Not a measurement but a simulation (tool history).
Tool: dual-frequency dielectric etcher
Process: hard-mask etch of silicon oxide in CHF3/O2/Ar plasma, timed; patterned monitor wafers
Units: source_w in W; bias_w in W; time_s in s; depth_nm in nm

{"run": 1, "hour": 0.0, "source_w": 910, "bias_w": 144, "time_s": 21.5, "depth_nm": 47.954}
{"run": 2, "hour": 3.7, "source_w": 910, "bias_w": 144, "time_s": 22.5, "depth_nm": 49.962}
{"run": 3, "hour": 6.5, "source_w": 820, "bias_w": 128, "time_s": 22, "depth_nm": 43.387}
{"run": 4, "hour": 12.8, "source_w": 820, "bias_w": 146, "time_s": 22, "depth_nm": 46.507}
{"run": 5, "hour": 14.6, "source_w": 980, "bias_w": 146, "time_s": 22, "depth_nm": 50.702}
{"run": 6, "hour": 23.5, "source_w": 860, "bias_w": 138, "time_s": 22, "depth_nm": 45.851}

The next listed run, before its measurement:
{"run": 7, "hour": 30.0, "source_w": 770, "bias_w": 136, "time_s": 22, "depth_nm": "?"}

{"run 7": {"depth_nm": 43.996}}
